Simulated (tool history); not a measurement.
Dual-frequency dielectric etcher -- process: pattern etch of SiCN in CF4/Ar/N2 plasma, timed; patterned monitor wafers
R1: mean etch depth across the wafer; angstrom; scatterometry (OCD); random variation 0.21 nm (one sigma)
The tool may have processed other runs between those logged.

run 1 day=0.000 | source_power_(kW)=0.330 bias_power_(kW)=0.065 Ar_flow_(sccm)=88 CF4_flow_(sccm)=74 etch_time_(s)=96 | R1=621.93
run 2 day=0.367 | source_power_(kW)=0.330 bias_power_(kW)=0.065 Ar_flow_(sccm)=73 CF4_flow_(sccm)=74 etch_time_(s)=96 | R1=632.11
run 3 day=0.696 | source_power_(kW)=0.320 bias_power_(kW)=0.065 Ar_flow_(sccm)=73 CF4_flow_(sccm)=74 etch_time_(s)=96 | R1=625.44
run 4 day=0.954 | source_power_(kW)=0.320 bias_power_(kW)=0.065 Ar_flow_(sccm)=73 CF4_flow_(sccm)=68 etch_time_(s)=96 | R1=614.60
run 5 day=1.029 | source_power_(kW)=0.320 bias_power_(kW)=0.065 Ar_flow_(sccm)=87 CF4_flow_(sccm)=68 etch_time_(s)=96 | R1=603.80
run 6 day=1.400 | source_power_(kW)=0.320 bias_power_(kW)=0.065 Ar_flow_(sccm)=102 CF4_flow_(sccm)=68 etch_time_(s)=96 | R1=592.65
run 7 day=1.517 | source_power_(kW)=0.320 bias_power_(kW)=0.065 Ar_flow_(sccm)=102 CF4_flow_(sccm)=68 etch_time_(s)=96 | R1=590.80
run 8 day=1.779 | source_power_(kW)=0.310 bias_power_(kW)=0.065 Ar_flow_(sccm)=102 CF4_flow_(sccm)=68 etch_time_(s)=96 | R1=577.84

Estimate the outcome of run 9 from the log above:
run 9 day=1.812 | source_power_(kW)=0.300 bias_power_(kW)=0.065 Ar_flow_(sccm)=102 CF4_flow_(sccm)=68 etch_time_(s)=96 | R1=?

Run 9 yielded R1 572.24 angstrom.
